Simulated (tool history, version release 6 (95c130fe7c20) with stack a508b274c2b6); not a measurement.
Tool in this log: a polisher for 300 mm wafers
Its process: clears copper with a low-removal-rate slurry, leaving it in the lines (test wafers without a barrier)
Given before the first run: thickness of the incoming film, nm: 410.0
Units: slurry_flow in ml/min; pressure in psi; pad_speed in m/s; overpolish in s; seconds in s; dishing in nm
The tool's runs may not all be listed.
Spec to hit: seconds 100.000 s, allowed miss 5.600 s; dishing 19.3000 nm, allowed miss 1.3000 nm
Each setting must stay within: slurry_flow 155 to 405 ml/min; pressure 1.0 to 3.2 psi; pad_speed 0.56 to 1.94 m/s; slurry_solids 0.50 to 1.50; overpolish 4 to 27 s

run 1 hour=0.0 | slurry_flow=260 pressure=2.1 pad_speed=1.24 slurry_solids=1.00 overpolish=14 | seconds=158.090 dishing=25.7920
run 2 hour=5.5 | slurry_flow=260 pressure=2.2 pad_speed=1.26 slurry_solids=1.00 overpolish=12 | seconds=157.250 dishing=25.1680
run 3 hour=14.5 | slurry_flow=210 pressure=2.2 pad_speed=1.26 slurry_solids=1.00 overpolish=12 | seconds=155.500 dishing=23.9660
run 4 hour=19.3 | slurry_flow=210 pressure=2.0 pad_speed=1.26 slurry_solids=1.00 overpolish=12 | seconds=166.720 dishing=22.0320
run 5 hour=25.4 | slurry_flow=200 pressure=1.9 pad_speed=1.38 slurry_solids=1.10 overpolish=11 | seconds=164.070 dishing=21.2450
run 6 hour=30.9 | slurry_flow=200 pressure=1.9 pad_speed=1.08 slurry_solids=1.10 overpolish=11 | seconds=196.740 dishing=17.6630
run 7 hour=35.1 | slurry_flow=195 pressure=2.0 pad_speed=1.14 slurry_solids=1.15 overpolish=10 | seconds=174.180 dishing=18.0840
run 8 hour=36.3 | slurry_flow=190 pressure=2.6 pad_speed=1.22 slurry_solids=1.25 overpolish=4 | seconds=134.790 dishing=9.9624
run 9 hour=44.7 | slurry_flow=190 pressure=2.6 pad_speed=1.28 slurry_solids=1.20 overpolish=5 | seconds=128.370 dishing=13.4770
run 10 hour=51.2 | slurry_flow=190 pressure=2.7 pad_speed=1.30 slurry_solids=1.15 overpolish=5 | seconds=125.630 dishing=13.4820
run 11 hour=54.4 | slurry_flow=190 pressure=2.8 pad_speed=1.34 slurry_solids=1.10 overpolish=5 | seconds=119.220 dishing=13.6370
run 12 hour=56.8 | slurry_flow=190 pressure=2.8 pad_speed=1.38 slurry_solids=1.05 overpolish=5 | seconds=116.900 dishing=14.2680
run 13 hour=64.1 | slurry_flow=190 pressure=2.8 pad_speed=1.40 slurry_solids=1.05 overpolish=5 | seconds=113.750 dishing=14.2900
run 14 hour=72.9 | slurry_flow=190 pressure=2.8 pad_speed=1.42 slurry_solids=1.05 overpolish=5 | seconds=117.610 dishing=14.3520
run 15 hour=79.4 | slurry_flow=190 pressure=2.8 pad_speed=1.44 slurry_solids=1.05 overpolish=5 | seconds=112.290 dishing=14.4530
run 16 hour=84.0 | slurry_flow=190 pressure=2.8 pad_speed=1.46 slurry_solids=1.05 overpolish=5 | seconds=114.120 dishing=14.5290
run 17 hour=91.4 | slurry_flow=190 pressure=2.8 pad_speed=1.48 slurry_solids=1.05 overpolish=5 | seconds=110.390 dishing=15.0490
run 18 hour=92.7 | slurry_flow=190 pressure=3.0 pad_speed=1.48 slurry_solids=1.05 overpolish=8 | seconds=104.830 dishing=24.3910
run 19 hour=93.7 | slurry_flow=195 pressure=3.1 pad_speed=1.50 slurry_solids=1.00 overpolish=7 | seconds=101.170 dishing=22.6260

Pick the move, out of 5, that brings all results within their allowed miss; only one does.
run A hour=94.7 | slurry_flow=170 pressure=2.8 pad_speed=1.58 slurry_solids=1.05 overpolish=10 | seconds=? dishing=?
run B hour=94.7 | slurry_flow=245 pressure=3.1 pad_speed=1.46 slurry_solids=1.00 overpolish=6 | seconds=? dishing=?
run C hour=94.7 | slurry_flow=240 pressure=3.1 pad_speed=1.54 slurry_solids=0.95 overpolish=8 | seconds=? dishing=?
run D hour=94.7 | slurry_flow=330 pressure=3.2 pad_speed=1.34 slurry_solids=1.00 overpolish=9 | seconds=? dishing=?
run E hour=94.7 | slurry_flow=235 pressure=2.8 pad_speed=1.66 slurry_solids=1.10 overpolish=7 | seconds=? dishing=?

move=A seconds=107.550 dishing=28.0490
move=B seconds=100.280 dishing=19.2490
move=C seconds=97.331 dishing=25.3980
move=D seconds=101.390 dishing=27.1460
move=E seconds=96.975 dishing=22.6240
A: the biggest miss grows against the last run
B: every result lands within tolerance
C: the biggest miss grows against the last run
D: the biggest miss grows against the last run
E: roughly where the last run was
Correct choice: B, which meets every target
